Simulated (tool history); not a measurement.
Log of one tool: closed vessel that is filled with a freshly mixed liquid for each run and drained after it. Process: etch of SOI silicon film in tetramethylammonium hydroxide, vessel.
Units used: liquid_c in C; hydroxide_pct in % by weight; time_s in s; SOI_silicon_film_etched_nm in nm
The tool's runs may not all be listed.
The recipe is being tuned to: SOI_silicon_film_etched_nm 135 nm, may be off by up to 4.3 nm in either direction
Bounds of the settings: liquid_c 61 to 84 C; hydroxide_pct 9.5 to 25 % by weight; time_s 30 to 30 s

run 1 hour=0 | liquid_c=74 hydroxide_pct=17.5 time_s=30 | SOI_silicon_film_etched_nm=218.69
run 2 hour=1.3 | liquid_c=74 hydroxide_pct=15.5 time_s=30 | SOI_silicon_film_etched_nm=228.5
run 3 hour=9.5 | liquid_c=71.5 hydroxide_pct=15.5 time_s=30 | SOI_silicon_film_etched_nm=199.07
run 4 hour=10.4 | liquid_c=69.5 hydroxide_pct=15.5 time_s=30 | SOI_silicon_film_etched_nm=178.92
run 5 hour=14.1 | liquid_c=69.5 hydroxide_pct=15.5 time_s=30 | SOI_silicon_film_etched_nm=174.73
run 6 hour=21.6 | liquid_c=69.5 hydroxide_pct=15.5 time_s=30 | SOI_silicon_film_etched_nm=178.65
run 7 hour=27 | liquid_c=68 hydroxide_pct=15.5 time_s=30 | SOI_silicon_film_etched_nm=163.88
run 8 hour=35.2 | liquid_c=64 hydroxide_pct=15.5 time_s=30 | SOI_silicon_film_etched_nm=128.05
run 9 hour=40.5 | liquid_c=64 hydroxide_pct=15.5 time_s=30 | SOI_silicon_film_etched_nm=127.6

Next run, 4 choices. One meets every target within its allowed miss, the rest don't. Which?
run A hour=45.8 | liquid_c=65 hydroxide_pct=13.5 time_s=30 | SOI_silicon_film_etched_nm=?
run B hour=45.8 | liquid_c=63 hydroxide_pct=15.5 time_s=30 | SOI_silicon_film_etched_nm=?
run C hour=45.8 | liquid_c=62.5 hydroxide_pct=16.5 time_s=30 | SOI_silicon_film_etched_nm=?
run D hour=45.8 | liquid_c=62.5 hydroxide_pct=11.5 time_s=30 | SOI_silicon_film_etched_nm=?

move=A SOI_silicon_film_etched_nm=145.72
move=B SOI_silicon_film_etched_nm=120.85
move=C SOI_silicon_film_etched_nm=114.71
move=D SOI_silicon_film_etched_nm=134.06
A: the result that was furthest off in the last run now lies on the other side of its target
B: lands further from the targets than the last run did
C: lands further from the targets than the last run did
D: each result inside its tolerance
D is the move that brings every result within its allowed miss.

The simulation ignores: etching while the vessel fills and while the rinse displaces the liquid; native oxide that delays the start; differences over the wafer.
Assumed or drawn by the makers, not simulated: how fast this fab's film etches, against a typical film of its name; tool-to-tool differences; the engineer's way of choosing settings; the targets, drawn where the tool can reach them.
